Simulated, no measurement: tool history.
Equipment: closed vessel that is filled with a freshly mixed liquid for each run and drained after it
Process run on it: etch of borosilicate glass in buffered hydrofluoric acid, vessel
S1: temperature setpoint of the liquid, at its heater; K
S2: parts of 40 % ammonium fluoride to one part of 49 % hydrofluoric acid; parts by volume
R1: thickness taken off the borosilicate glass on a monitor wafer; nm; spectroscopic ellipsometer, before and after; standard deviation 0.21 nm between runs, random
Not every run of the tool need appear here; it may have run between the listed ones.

run 1 hour=0.0 | S1=294.15 S2=8.0 time_in_the_liquid_(s)=30 | R1=36.357
run 2 hour=5.7 | S1=294.15 S2=8.0 time_in_the_liquid_(s)=30 | R1=35.978
run 3 hour=9.0 | S1=294.15 S2=8.0 time_in_the_liquid_(s)=30 | R1=36.473
run 4 hour=17.1 | S1=294.15 S2=6.5 time_in_the_liquid_(s)=30 | R1=45.126
run 5 hour=19.0 | S1=294.15 S2=7.5 time_in_the_liquid_(s)=30 | R1=38.675
run 6 hour=27.9 | S1=295.65 S2=7.5 time_in_the_liquid_(s)=30 | R1=42.734

Predict the results of run 7:
run 7 hour=32.7 | S1=294.65 S2=7.5 time_in_the_liquid_(s)=30 | R1=?

R1: 40.116 nm

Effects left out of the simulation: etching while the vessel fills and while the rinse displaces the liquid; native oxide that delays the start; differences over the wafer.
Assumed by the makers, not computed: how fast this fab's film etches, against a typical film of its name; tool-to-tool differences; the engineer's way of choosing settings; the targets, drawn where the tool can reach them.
